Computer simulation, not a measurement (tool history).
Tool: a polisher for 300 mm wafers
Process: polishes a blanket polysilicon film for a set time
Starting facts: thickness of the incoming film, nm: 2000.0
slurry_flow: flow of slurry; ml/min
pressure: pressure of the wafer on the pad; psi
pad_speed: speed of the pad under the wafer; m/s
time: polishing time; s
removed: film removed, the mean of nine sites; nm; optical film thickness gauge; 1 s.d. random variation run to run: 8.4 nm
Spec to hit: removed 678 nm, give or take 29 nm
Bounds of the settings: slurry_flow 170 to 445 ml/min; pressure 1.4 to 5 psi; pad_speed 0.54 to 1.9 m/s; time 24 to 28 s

run 1 day=0 | slurry_flow=285 pressure=3.2 pad_speed=1.22 time=28 | removed=369.32
run 2 day=0.354 | slurry_flow=285 pressure=3.2 pad_speed=1.06 time=28 | removed=316.85
run 3 day=0.546 | slurry_flow=285 pressure=3.5 pad_speed=1.06 time=28 | removed=359.18
run 4 day=0.621 | slurry_flow=285 pressure=3.6 pad_speed=1.08 time=28 | removed=379.37
run 5 day=0.775 | slurry_flow=285 pressure=3.7 pad_speed=1.08 time=28 | removed=381.35
run 6 day=0.858 | slurry_flow=285 pressure=3.8 pad_speed=1.1 time=28 | removed=401.36
run 7 day=0.883 | slurry_flow=290 pressure=4.7 pad_speed=1.32 time=28 | removed=580.04
run 8 day=1.075 | slurry_flow=290 pressure=4.7 pad_speed=1.34 time=28 | removed=586.81
run 9 day=1.342 | slurry_flow=290 pressure=4.7 pad_speed=1.36 time=28 | removed=593.84

Exercise: of the 5 proposed moves below, exactly one satisfies all targets within the stated allowed misses. Which move is it?
run A day=1.608 | slurry_flow=250 pressure=4.6 pad_speed=1.38 time=24 | removed=?
run B day=1.608 | slurry_flow=280 pressure=5 pad_speed=1.44 time=28 | removed=?
run C day=1.608 | slurry_flow=245 pressure=4.5 pad_speed=1.4 time=24 | removed=?
run D day=1.608 | slurry_flow=365 pressure=4.4 pad_speed=1.44 time=24 | removed=?
run E day=1.608 | slurry_flow=295 pressure=5 pad_speed=1.58 time=28 | removed=?

move=A removed=509.74
move=B removed=681.35
move=C removed=504.68
move=D removed=527.97
move=E removed=749.93
A: the biggest miss grows against the last run
B: every result within its allowed miss
C: the biggest miss grows against the last run
D: the biggest miss grows against the last run
E: moves the result that the last run missed by most past its target, out the other side
Correct choice: B, which meets every target
